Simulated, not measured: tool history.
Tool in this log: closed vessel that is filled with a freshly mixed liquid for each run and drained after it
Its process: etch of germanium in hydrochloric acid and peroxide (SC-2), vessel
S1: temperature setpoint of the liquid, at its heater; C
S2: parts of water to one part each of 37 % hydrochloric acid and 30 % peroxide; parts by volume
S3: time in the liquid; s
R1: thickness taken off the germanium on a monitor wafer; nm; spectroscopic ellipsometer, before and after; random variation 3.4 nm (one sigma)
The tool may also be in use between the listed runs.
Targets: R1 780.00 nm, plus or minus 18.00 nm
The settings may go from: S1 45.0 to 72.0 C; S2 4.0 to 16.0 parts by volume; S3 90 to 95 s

Run 1, hour 0.0: S1 61.0 C, S2 9.0 parts by volume, S3 90 s. Result: R1 584.74 nm.
Run 2, hour 6.5: S1 66.0 C, S2 9.0 parts by volume, S3 90 s. Result: R1 669.37 nm.
Run 3, hour 15.8: S1 67.5 C, S2 9.0 parts by volume, S3 90 s. Result: R1 700.68 nm.
Run 4, hour 20.7: S1 68.5 C, S2 9.0 parts by volume, S3 90 s. Result: R1 720.36 nm.
Run 5, hour 27.0: S1 69.5 C, S2 9.0 parts by volume, S3 90 s. Result: R1 742.99 nm.
Run 6, hour 30.5: S1 70.0 C, S2 9.0 parts by volume, S3 90 s. Result: R1 750.17 nm.
Run 7, hour 37.9: S1 70.0 C, S2 9.0 parts by volume, S3 90 s. Result: R1 750.32 nm.
Run 8, hour 39.7: S1 70.5 C, S2 9.0 parts by volume, S3 90 s. Result: R1 759.51 nm.

4 candidate next runs follow, results not yet known. Just one meets every target within its allowed miss. Identify it.
Run A, hour 41.5: S1 71.5 C, S2 10.0 parts by volume, S3 95 s. Result: R1 ?.
Run B, hour 41.5: S1 68.0 C, S2 9.5 parts by volume, S3 95 s. Result: R1 ?.
Run C, hour 41.5: S1 71.5 C, S2 9.5 parts by volume, S3 90 s. Result: R1 ?.
Run D, hour 41.5: S1 67.5 C, S2 8.5 parts by volume, S3 95 s. Result: R1 ?.

move      R1
   A  815.90
   B  746.40
   C  777.90
   D  744.99
A: pushes the last run's worst result past its target
B: lands further from the targets than the last run did
C: meets every target
D: lands further from the targets than the last run did
Move C is the one to make.

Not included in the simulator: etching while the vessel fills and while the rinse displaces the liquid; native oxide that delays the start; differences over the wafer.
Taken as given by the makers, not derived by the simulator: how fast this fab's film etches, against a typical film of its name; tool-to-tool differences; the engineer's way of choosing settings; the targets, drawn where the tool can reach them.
